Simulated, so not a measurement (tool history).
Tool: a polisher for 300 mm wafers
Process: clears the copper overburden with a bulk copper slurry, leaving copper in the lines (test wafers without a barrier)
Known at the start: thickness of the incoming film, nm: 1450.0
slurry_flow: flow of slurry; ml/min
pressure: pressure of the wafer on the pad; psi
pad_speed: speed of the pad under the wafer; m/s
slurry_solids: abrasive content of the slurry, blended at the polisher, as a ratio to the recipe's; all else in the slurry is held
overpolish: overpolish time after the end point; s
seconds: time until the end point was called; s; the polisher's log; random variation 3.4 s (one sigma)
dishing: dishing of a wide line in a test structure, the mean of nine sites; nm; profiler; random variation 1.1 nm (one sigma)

{"run": 1, "hour": 0.0, "slurry_flow": 275, "pressure": 2.8, "pad_speed": 1.24, "slurry_solids": 1.0, "overpolish": 29, "seconds": 176.23, "dishing": 102.09}
{"run": 2, "hour": 7.7, "slurry_flow": 275, "pressure": 2.6, "pad_speed": 1.18, "slurry_solids": 1.0, "overpolish": 30, "seconds": 195.62, "dishing": 100.05}
{"run": 3, "hour": 10.1, "slurry_flow": 275, "pressure": 3.2, "pad_speed": 1.18, "slurry_solids": 1.0, "overpolish": 30, "seconds": 162.01, "dishing": 107.48}
{"run": 4, "hour": 11.8, "slurry_flow": 275, "pressure": 2.9, "pad_speed": 1.12, "slurry_solids": 1.0, "overpolish": 30, "seconds": 184.29, "dishing": 101.5}
{"run": 5, "hour": 20.6, "slurry_flow": 275, "pressure": 2.6, "pad_speed": 1.06, "slurry_solids": 1.0, "overpolish": 31, "seconds": 211.24, "dishing": 95.368}
{"run": 6, "hour": 22.3, "slurry_flow": 275, "pressure": 2.9, "pad_speed": 1.06, "slurry_solids": 1.0, "overpolish": 31, "seconds": 192.73, "dishing": 105.2}
{"run": 7, "hour": 28.3, "slurry_flow": 275, "pressure": 2.6, "pad_speed": 1.0, "slurry_solids": 1.0, "overpolish": 31, "seconds": 223.15, "dishing": 94.268}
{"run": 8, "hour": 36.8, "slurry_flow": 275, "pressure": 2.4, "pad_speed": 0.96, "slurry_solids": 1.0, "overpolish": 32, "seconds": 244.22, "dishing": 91.073}
{"run": 9, "hour": 43.7, "slurry_flow": 275, "pressure": 2.4, "pad_speed": 0.96, "slurry_solids": 1.0, "overpolish": 32, "seconds": 247.14, "dishing": 90.995}
{"run": 10, "hour": 47.7, "slurry_flow": 275, "pressure": 2.2, "pad_speed": 0.94, "slurry_solids": 1.0, "overpolish": 33, "seconds": 274.72, "dishing": 89.396}
{"run": 11, "hour": 54.0, "slurry_flow": 270, "pressure": 1.4, "pad_speed": 0.9, "slurry_solids": 1.0, "overpolish": 34, "seconds": 434.51, "dishing": 66.616}
{"run": 12, "hour": 62.2, "slurry_flow": 280, "pressure": 1.4, "pad_speed": 0.9, "slurry_solids": 1.0, "overpolish": 35, "seconds": 425.79, "dishing": 69.367}
{"run": 13, "hour": 70.4, "slurry_flow": 285, "pressure": 1.4, "pad_speed": 0.9, "slurry_solids": 1.0, "overpolish": 36, "seconds": 432.37, "dishing": 67.741}
{"run": 14, "hour": 76.4, "slurry_flow": 285, "pressure": 1.4, "pad_speed": 0.9, "slurry_solids": 1.0, "overpolish": 37, "seconds": 432.94, "dishing": 68.405}
{"run": 15, "hour": 81.6, "slurry_flow": 285, "pressure": 1.4, "pad_speed": 0.9, "slurry_solids": 1.0, "overpolish": 38, "seconds": 432.27, "dishing": 69.282}

Forecast run 16:
{"run": 16, "hour": 84.2, "slurry_flow": 285, "pressure": 1.4, "pad_speed": 0.9, "slurry_solids": 1.0, "overpolish": 39, "seconds": "?", "dishing": "?"}

{"run 16": {"seconds": 428.73, "dishing": 73.037}}
